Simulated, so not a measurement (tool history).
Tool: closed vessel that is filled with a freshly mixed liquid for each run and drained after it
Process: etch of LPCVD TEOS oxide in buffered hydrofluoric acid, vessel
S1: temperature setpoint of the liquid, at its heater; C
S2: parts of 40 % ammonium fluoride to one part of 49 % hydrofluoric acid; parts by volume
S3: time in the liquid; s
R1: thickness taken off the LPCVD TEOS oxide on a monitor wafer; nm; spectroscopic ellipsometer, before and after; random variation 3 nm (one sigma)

{"run": 1, "hour": 0.0, "S1": 21, "S2": 10.5, "S3": 100, "R1": 274.21}
{"run": 2, "hour": 7.8, "S1": 22.5, "S2": 10, "S3": 100, "R1": 310.32}
{"run": 3, "hour": 15.7, "S1": 23.5, "S2": 9.5, "S3": 100, "R1": 336.75}
{"run": 4, "hour": 21.5, "S1": 23.5, "S2": 11.5, "S3": 100, "R1": 282.95}
{"run": 5, "hour": 26.0, "S1": 24.5, "S2": 11, "S3": 100, "R1": 316.19}
{"run": 6, "hour": 30.0, "S1": 24.5, "S2": 8.5, "S3": 100, "R1": 397.76}

The next listed run, before its measurement:
{"run": 7, "hour": 30.9, "S1": 25, "S2": 8.5, "S3": 100, "R1": "?"}

R1: 402.4 nm

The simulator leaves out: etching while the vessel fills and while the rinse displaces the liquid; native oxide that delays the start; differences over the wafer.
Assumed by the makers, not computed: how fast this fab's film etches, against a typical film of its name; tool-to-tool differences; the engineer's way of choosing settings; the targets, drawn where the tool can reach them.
